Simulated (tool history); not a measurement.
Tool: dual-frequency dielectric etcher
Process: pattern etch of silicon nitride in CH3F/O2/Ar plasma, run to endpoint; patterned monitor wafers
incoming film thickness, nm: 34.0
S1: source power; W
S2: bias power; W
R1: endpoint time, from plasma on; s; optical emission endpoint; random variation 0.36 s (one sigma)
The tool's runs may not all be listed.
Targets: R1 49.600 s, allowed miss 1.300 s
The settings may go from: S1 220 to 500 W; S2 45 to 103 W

run  hour   S1  S2      R1
  1   0.0  360  74  58.012
  2   0.9  360  65  60.678
  3   3.1  400  65  58.891
  4   7.5  410  68  56.958
  5   9.1  370  68  59.727
  6  17.1  390  70  57.785
  7  20.7  400  72  57.060
  8  26.9  410  74  56.170
  9  28.3  420  76  56.319
 10  29.4  430  80  54.484

Which of these 5 next moves meets every target?
  A  30.5  490  92   ?
  B  30.5  370  57   ?
  C  30.5  370  68   ?
  D  30.5  340  74   ?
  E  30.5  360  69   ?

move      R1
   A  49.515
   B  61.797
   C  59.302
   D  59.882
   E  59.684
A: meets every target
B: further off than the last run
C: further off than the last run
D: further off than the last run
E: further off than the last run
Move A is the one to make.

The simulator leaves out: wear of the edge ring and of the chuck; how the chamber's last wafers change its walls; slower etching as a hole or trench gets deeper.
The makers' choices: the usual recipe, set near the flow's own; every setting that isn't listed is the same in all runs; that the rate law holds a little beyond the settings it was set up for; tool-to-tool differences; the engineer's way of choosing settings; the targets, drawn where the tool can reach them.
